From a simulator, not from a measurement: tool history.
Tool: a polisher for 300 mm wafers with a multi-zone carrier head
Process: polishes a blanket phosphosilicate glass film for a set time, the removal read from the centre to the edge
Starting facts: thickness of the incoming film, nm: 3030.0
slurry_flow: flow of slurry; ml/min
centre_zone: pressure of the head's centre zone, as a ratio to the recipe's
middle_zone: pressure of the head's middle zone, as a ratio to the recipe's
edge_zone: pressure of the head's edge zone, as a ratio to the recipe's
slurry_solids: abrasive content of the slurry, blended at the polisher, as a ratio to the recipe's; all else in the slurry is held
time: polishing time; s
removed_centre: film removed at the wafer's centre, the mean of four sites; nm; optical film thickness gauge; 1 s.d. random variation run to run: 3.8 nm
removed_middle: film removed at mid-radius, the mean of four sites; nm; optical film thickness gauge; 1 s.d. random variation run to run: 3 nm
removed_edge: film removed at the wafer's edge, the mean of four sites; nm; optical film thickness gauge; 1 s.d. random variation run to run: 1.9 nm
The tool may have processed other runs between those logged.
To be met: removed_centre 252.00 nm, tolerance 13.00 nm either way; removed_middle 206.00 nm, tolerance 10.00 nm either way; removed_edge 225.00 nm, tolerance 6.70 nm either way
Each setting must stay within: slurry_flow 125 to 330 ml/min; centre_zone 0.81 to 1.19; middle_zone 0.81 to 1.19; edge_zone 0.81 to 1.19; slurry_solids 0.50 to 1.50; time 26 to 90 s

run	hour	slurry_flow	centre_zone	middle_zone	edge_zone	slurry_solids	time	removed_centre	removed_middle	removed_edge
1	0.0	210	1.00	1.00	1.00	1.00	58	412.58	413.89	397.10
2	8.1	210	1.00	1.00	1.00	1.00	65	460.59	468.79	450.76
3	14.4	210	1.00	1.00	1.07	1.00	65	465.05	460.11	462.70
4	22.4	210	0.92	1.00	1.07	1.00	65	431.32	461.62	469.37
5	26.1	205	0.95	0.97	1.05	0.90	60	389.11	403.08	409.69
6	27.4	200	0.98	0.94	1.05	0.80	55	352.61	347.45	366.84
7	34.4	200	1.01	0.92	1.03	0.75	51	334.62	315.90	324.92
8	38.7	195	1.02	0.90	1.03	0.70	48	301.85	277.63	301.35
9	45.1	195	1.02	0.90	1.03	0.70	48	304.30	276.86	305.38
10	52.7	180	1.07	0.83	0.93	0.50	38	226.64	181.74	204.91
11	57.3	180	1.07	0.83	0.93	0.50	38	229.62	186.83	203.68
12	61.0	190	1.07	0.84	0.94	0.50	38	232.27	188.65	206.94
13	64.9	200	1.07	0.85	0.95	0.50	38	226.35	186.21	208.01
14	72.3	195	1.08	0.86	0.96	0.50	38	230.93	192.75	208.09
15	72.9	195	1.09	0.86	0.97	0.50	38	234.79	187.67	208.91

Which single option among these 4 for the next run brings every result within its allowed miss of target? Just one does.
A	73.5	195	1.10	0.87	0.98	0.55	39	?	?	?
B	73.5	195	1.06	0.95	0.93	0.50	34	?	?	?
C	73.5	200	1.09	0.83	0.96	0.50	35	?	?	?
D	73.5	165	1.13	0.81	1.15	0.50	36	?	?	?

move	removed_centre	removed_middle	removed_edge
A	252.79	210.62	223.36
B	206.50	192.09	184.46
C	219.05	177.22	193.40
D	228.66	175.22	214.53
A: meets every target
B: moves away from the targets compared with the last run
C: moves away from the targets compared with the last run
D: moves away from the targets compared with the last run
A meets every target.
